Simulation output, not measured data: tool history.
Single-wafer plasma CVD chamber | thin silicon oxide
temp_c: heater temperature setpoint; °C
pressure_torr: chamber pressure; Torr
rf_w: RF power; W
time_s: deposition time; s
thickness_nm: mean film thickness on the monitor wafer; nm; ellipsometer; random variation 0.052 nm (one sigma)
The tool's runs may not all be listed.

run,hour,temp_c,pressure_torr,rf_w,time_s,thickness_nm
1,0.0,400,0.778,280,6.2,11.105
2,5.1,405,0.778,280,6.2,11.099
3,12.6,405,0.821,280,6.2,11.516
4,16.9,405,0.862,280,6.2,11.991
5,21.6,405,0.894,280,6.2,12.198
6,25.9,405,0.894,240,6.2,11.860
7,27.1,405,1.023,245,6.2,12.957

Run 8 comes next. What will it give?
8,29.9,405,1.039,245,6.2,?

{"run 8": {"thickness_nm": 13.125}}
